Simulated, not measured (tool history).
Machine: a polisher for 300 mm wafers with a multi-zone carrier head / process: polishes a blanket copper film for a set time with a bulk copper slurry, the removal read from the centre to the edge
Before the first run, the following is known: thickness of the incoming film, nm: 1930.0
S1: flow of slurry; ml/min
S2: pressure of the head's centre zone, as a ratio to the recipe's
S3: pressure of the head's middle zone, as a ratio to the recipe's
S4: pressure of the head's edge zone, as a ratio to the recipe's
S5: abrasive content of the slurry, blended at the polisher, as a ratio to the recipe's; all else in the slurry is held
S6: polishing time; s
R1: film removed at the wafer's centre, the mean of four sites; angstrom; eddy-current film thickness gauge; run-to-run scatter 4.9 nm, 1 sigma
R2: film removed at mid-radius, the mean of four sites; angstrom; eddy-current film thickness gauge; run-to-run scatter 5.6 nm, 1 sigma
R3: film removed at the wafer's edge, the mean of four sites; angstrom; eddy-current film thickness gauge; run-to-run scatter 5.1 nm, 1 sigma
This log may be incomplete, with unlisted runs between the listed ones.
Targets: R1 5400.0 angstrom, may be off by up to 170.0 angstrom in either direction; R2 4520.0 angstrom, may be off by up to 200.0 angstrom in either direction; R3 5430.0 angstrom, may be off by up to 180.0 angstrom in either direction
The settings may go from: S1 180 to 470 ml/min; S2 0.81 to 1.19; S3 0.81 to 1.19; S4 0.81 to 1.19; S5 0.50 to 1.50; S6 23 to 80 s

run 1 hour=0.0 | S1=300 S2=1.00 S3=1.00 S4=1.00 S5=1.00 S6=51 | R1=3631.0 R2=3626.7 R3=3757.5
run 2 hour=7.9 | S1=300 S2=1.00 S3=1.00 S4=1.00 S5=1.00 S6=57 | R1=4017.7 R2=4031.8 R3=4105.6
run 3 hour=13.4 | S1=300 S2=1.00 S3=1.00 S4=1.00 S5=0.80 S6=57 | R1=3823.4 R2=3830.0 R3=3988.3
run 4 hour=14.4 | S1=300 S2=1.01 S3=0.98 S4=1.03 S5=0.90 S6=58 | R1=4051.5 R2=3951.4 R3=4158.1
run 5 hour=19.6 | S1=300 S2=1.06 S3=0.98 S4=1.03 S5=0.90 S6=58 | R1=4295.4 R2=3950.2 R3=4185.5
run 6 hour=27.0 | S1=300 S2=1.06 S3=0.96 S4=1.05 S5=1.00 S6=59 | R1=4351.3 R2=4007.6 R3=4305.4
run 7 hour=29.0 | S1=300 S2=1.07 S3=0.94 S4=1.07 S5=1.05 S6=60 | R1=4547.8 R2=4084.1 R3=4512.0
run 8 hour=30.5 | S1=305 S2=1.08 S3=0.93 S4=1.09 S5=1.10 S6=61 | R1=4686.6 R2=4135.6 R3=4718.9
run 9 hour=34.3 | S1=310 S2=1.09 S3=0.93 S4=1.11 S5=1.15 S6=61 | R1=4927.7 R2=4224.1 R3=4713.1
run 10 hour=35.1 | S1=310 S2=1.08 S3=0.92 S4=1.12 S5=1.20 S6=62 | R1=4966.0 R2=4339.5 R3=4863.9
run 11 hour=41.0 | S1=310 S2=1.08 S3=0.91 S4=1.13 S5=1.25 S6=63 | R1=5035.2 R2=4349.9 R3=5132.8
run 12 hour=50.0 | S1=315 S2=1.08 S3=0.91 S4=1.14 S5=1.25 S6=63 | R1=5033.1 R2=4291.3 R3=5063.3
run 13 hour=54.8 | S1=315 S2=1.08 S3=0.91 S4=1.14 S5=1.30 S6=63 | R1=5005.3 R2=4314.8 R3=5095.6
run 14 hour=59.8 | S1=315 S2=1.08 S3=0.91 S4=1.15 S5=1.30 S6=63 | R1=5032.8 R2=4349.6 R3=5060.3
run 15 hour=68.6 | S1=315 S2=1.09 S3=0.89 S4=1.15 S5=1.35 S6=64 | R1=5187.8 R2=4436.6 R3=5243.7

Below are 5 possible settings for the next run. Only one of them brings all results inside the allowed miss of their targets. Which is it?
run A hour=77.4 | S1=345 S2=1.04 S3=0.87 S4=1.04 S5=1.45 S6=61 | R1=? R2=? R3=?
run B hour=77.4 | S1=295 S2=1.00 S3=0.94 S4=1.02 S5=1.45 S6=65 | R1=? R2=? R3=?
run C hour=77.4 | S1=305 S2=1.05 S3=0.87 S4=1.14 S5=1.40 S6=63 | R1=? R2=? R3=?
run D hour=77.4 | S1=310 S2=1.05 S3=0.84 S4=1.07 S5=1.40 S6=68 | R1=? R2=? R3=?
run E hour=77.4 | S1=240 S2=1.16 S3=0.81 S4=1.19 S5=1.40 S6=65 | R1=? R2=? R3=?

move=A R1=4892.2 R2=4259.5 R3=4830.6
move=B R1=4930.7 R2=4727.1 R3=5039.5
move=C R1=5002.3 R2=4317.7 R3=5124.0
move=D R1=5408.0 R2=4554.2 R3=5378.0
move=E R1=5532.5 R2=4118.6 R3=5287.9
A: its largest miss is bigger than the last run's
B: its largest miss is bigger than the last run's
C: its largest miss is bigger than the last run's
D: every result lands within tolerance
E: puts the biggest miss on target and leaves a different result outside tolerance
Answer: D
